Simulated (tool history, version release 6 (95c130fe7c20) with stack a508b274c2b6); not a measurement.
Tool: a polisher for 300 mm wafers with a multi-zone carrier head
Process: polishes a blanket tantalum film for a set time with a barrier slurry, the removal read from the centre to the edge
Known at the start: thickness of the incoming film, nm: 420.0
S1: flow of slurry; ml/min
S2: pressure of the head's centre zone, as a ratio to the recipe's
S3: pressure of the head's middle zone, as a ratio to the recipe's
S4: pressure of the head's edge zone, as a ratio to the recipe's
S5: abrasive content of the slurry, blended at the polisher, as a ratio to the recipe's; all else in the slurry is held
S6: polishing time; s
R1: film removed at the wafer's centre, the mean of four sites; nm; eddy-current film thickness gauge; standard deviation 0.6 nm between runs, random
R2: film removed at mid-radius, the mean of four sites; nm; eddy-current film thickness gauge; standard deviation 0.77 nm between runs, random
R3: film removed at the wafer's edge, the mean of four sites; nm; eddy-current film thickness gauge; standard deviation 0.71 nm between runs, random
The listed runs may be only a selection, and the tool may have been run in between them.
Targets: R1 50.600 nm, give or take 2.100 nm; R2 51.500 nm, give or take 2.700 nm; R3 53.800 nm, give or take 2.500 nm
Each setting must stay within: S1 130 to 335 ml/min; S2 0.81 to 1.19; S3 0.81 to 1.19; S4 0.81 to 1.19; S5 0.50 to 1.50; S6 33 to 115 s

| run | day | S1 | S2 | S3 | S4 | S5 | S6 | R1 | R2 | R3 |
|---|---|---|---|---|---|---|---|---|---|---|
| 1 | 0.000 | 215 | 1.00 | 1.00 | 1.00 | 1.00 | 73 | 79.638 | 79.880 | 79.911 |
| 2 | 0.196 | 210 | 0.98 | 0.98 | 0.98 | 0.85 | 69 | 69.642 | 70.247 | 71.736 |
| 3 | 0.275 | 210 | 0.98 | 0.98 | 0.98 | 0.95 | 69 | 71.606 | 73.595 | 73.307 |
| 4 | 0.425 | 210 | 0.98 | 0.94 | 0.98 | 0.95 | 69 | 71.147 | 69.404 | 73.233 |
| 5 | 0.758 | 210 | 1.03 | 0.94 | 0.98 | 0.95 | 69 | 75.191 | 70.509 | 74.099 |
| 6 | 1.083 | 210 | 1.03 | 1.02 | 0.98 | 0.95 | 69 | 76.080 | 76.160 | 73.072 |
| 7 | 1.200 | 205 | 1.01 | 1.00 | 0.96 | 0.85 | 66 | 68.886 | 68.873 | 69.076 |
| 8 | 1.496 | 210 | 0.99 | 1.01 | 0.94 | 0.60 | 49 | 44.547 | 47.063 | 44.200 |
| 9 | 1.546 | 215 | 1.02 | 1.02 | 1.04 | 0.75 | 49 | 51.065 | 49.527 | 49.422 |
| 10 | 1.846 | 210 | 1.00 | 1.01 | 1.05 | 0.80 | 49 | 50.221 | 50.405 | 50.553 |
|  | 2.088 | slurry nozzle cleaned |
| 11 | 2.088 | 205 | 0.99 | 1.00 | 1.06 | 0.85 | 49 | 52.828 | 55.927 | 54.990 |
| 12 | 2.250 | 210 | 0.98 | 0.99 | 1.06 | 0.85 | 49 | 53.320 | 53.673 | 54.838 |
| 13 | 2.471 | 210 | 0.97 | 0.98 | 1.06 | 0.85 | 49 | 52.719 | 54.916 | 53.993 |

Exactly one of the 4 candidate moves below puts every result within its allowed miss. Which one?
| A | 2.692 | 220 | 0.87 | 1.11 | 1.08 | 1.15 | 45 | ? | ? | ? |
| B | 2.692 | 295 | 0.98 | 1.08 | 0.99 | 1.45 | 41 | ? | ? | ? |
| C | 2.692 | 305 | 0.93 | 1.17 | 0.90 | 1.25 | 44 | ? | ? | ? |
| D | 2.692 | 175 | 0.98 | 1.00 | 1.15 | 0.75 | 50 | ? | ? | ? |

| move | R1 | R2 | R3 |
|---|---|---|---|
| A | 48.225 | 59.732 | 55.444 |
| B | 54.208 | 58.044 | 52.828 |
| C | 53.658 | 64.503 | 53.086 |
| D | 51.679 | 52.535 | 54.887 |
A: misses by more than the last run did
B: misses by more than the last run did
C: misses by more than the last run did
D: all results in spec
Answer: D
